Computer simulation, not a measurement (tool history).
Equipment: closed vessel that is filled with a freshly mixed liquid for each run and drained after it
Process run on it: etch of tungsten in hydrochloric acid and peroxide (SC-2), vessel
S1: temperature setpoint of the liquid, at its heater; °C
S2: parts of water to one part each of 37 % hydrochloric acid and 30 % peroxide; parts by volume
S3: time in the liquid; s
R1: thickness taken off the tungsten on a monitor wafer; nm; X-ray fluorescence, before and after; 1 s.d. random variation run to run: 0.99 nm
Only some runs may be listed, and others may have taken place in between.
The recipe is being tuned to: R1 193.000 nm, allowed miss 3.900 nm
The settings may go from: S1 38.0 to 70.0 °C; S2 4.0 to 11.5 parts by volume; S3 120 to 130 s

run	hour	S1	S2	S3	R1
1	0.0	54.0	6.5	120	71.648
2	1.3	58.5	6.5	120	95.151
3	5.8	58.5	6.5	120	95.133
4	9.7	61.5	6.5	120	115.510
5	11.0	64.0	6.5	120	133.300
6	16.3	59.0	6.5	120	98.306
7	20.3	62.0	6.5	120	117.650
8	21.6	64.5	6.5	120	138.380

4 next moves are on the table. One of them brings every result within its allowed miss. Which?
A	22.9	66.5	5.5	130	?
B	22.9	70.0	5.5	130	?
C	22.9	65.0	4.5	120	?
D	22.9	68.5	6.0	130	?

move	R1
A	189.870
B	234.030
C	184.650
D	200.700
A: each result inside its tolerance
B: pushes the last run's worst result past its target
C: closer than the last run, but not yet in spec
D: pushes the last run's worst result past its target
Answer: A
